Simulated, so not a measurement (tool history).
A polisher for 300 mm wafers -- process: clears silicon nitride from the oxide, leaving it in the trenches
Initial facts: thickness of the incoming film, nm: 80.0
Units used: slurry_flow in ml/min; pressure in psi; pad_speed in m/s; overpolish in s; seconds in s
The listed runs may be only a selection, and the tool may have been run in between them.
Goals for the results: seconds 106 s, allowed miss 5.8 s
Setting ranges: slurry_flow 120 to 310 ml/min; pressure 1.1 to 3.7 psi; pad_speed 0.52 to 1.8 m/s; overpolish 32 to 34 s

run  hour  slurry_flow  pressure  pad_speed  overpolish  seconds
  1     0          200       2.4       1.16          32   83.111
  2   1.3          170       2.4       1.16          32   83.147
  3   4.5          170       2.2       1.16          32   90.538
  4   8.1          170       2.1       1.16          32   97.505
  5    14          170       2.1       1.16          32   92.216
  6    18          170       2.1       1.28          32    87.72
  7  21.6          170         2       1.28          32    88.28
  8  22.7          170       1.9       1.28          32   93.222
  9  23.7          170       1.8       1.28          32   97.882

Which one of the following 5 next-run settings gets every result inside its allowed miss? There is exactly one.
  A  24.7          220       2.1       1.14          32        ?
  B  24.7          145       1.7       1.32          34        ?
  C  24.7          190         2       1.34          34        ?
  D  24.7          150       2.2        1.3          34        ?
  E  24.7          175       2.1       1.16          32        ?

move  seconds
   A   93.808
   B    105.4
   C   85.546
   D     84.3
   E   95.447
A: its largest miss is bigger than the last run's
B: each result inside its tolerance
C: its largest miss is bigger than the last run's
D: its largest miss is bigger than the last run's
E: its largest miss is bigger than the last run's
Answer: B
